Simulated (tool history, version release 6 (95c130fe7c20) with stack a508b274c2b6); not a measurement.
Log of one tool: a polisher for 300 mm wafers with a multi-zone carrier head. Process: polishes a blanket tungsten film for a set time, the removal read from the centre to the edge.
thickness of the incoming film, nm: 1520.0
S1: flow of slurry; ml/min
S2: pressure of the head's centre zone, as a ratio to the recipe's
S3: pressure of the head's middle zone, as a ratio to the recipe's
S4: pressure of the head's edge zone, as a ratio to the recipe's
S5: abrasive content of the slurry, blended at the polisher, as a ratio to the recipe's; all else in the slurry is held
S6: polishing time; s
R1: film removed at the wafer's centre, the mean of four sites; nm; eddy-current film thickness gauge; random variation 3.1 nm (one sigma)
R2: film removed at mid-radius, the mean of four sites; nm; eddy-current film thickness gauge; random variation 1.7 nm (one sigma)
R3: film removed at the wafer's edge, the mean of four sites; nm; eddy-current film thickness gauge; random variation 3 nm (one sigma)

Run 1, hour 0.0: S1 180 ml/min, S2 1.00, S3 1.00, S4 1.00, S5 1.00, S6 39 s. Result: R1 337.83 nm, R2 325.41 nm, R3 335.42 nm.
Run 2, hour 4.9: S1 180 ml/min, S2 0.99, S3 1.00, S4 0.96, S5 0.85, S6 38 s. Result: R1 318.24 nm, R2 310.33 nm, R3 313.60 nm.
Run 3, hour 12.9: S1 175 ml/min, S2 0.98, S3 1.00, S4 0.93, S5 0.75, S6 37 s. Result: R1 287.88 nm, R2 292.31 nm, R3 290.30 nm.
Run 4, hour 21.0: S1 175 ml/min, S2 0.98, S3 1.00, S4 0.93, S5 0.75, S6 42 s. Result: R1 340.19 nm, R2 328.42 nm, R3 329.39 nm.
Run 5, hour 26.0: S1 175 ml/min, S2 0.98, S3 1.00, S4 0.99, S5 0.75, S6 42 s. Result: R1 334.87 nm, R2 325.24 nm, R3 334.55 nm.
Run 6, hour 29.9: S1 170 ml/min, S2 0.99, S3 1.00, S4 0.95, S5 0.70, S6 40 s. Result: R1 305.11 nm, R2 308.82 nm, R3 300.63 nm.
Run 7, hour 36.0: S1 155 ml/min, S2 1.00, S3 0.98, S4 0.95, S5 0.65, S6 40 s. Result: R1 301.07 nm, R2 296.63 nm, R3 302.06 nm.

The next listed run, before its measurement:
Run 8, hour 41.3: S1 160 ml/min, S2 1.01, S3 0.98, S4 0.93, S5 0.60, S6 38 s. Result: R1 ?, R2 ?, R3 ?.

Run 8 gave R1 289.24 nm, R2 271.07 nm, R3 283.19 nm.

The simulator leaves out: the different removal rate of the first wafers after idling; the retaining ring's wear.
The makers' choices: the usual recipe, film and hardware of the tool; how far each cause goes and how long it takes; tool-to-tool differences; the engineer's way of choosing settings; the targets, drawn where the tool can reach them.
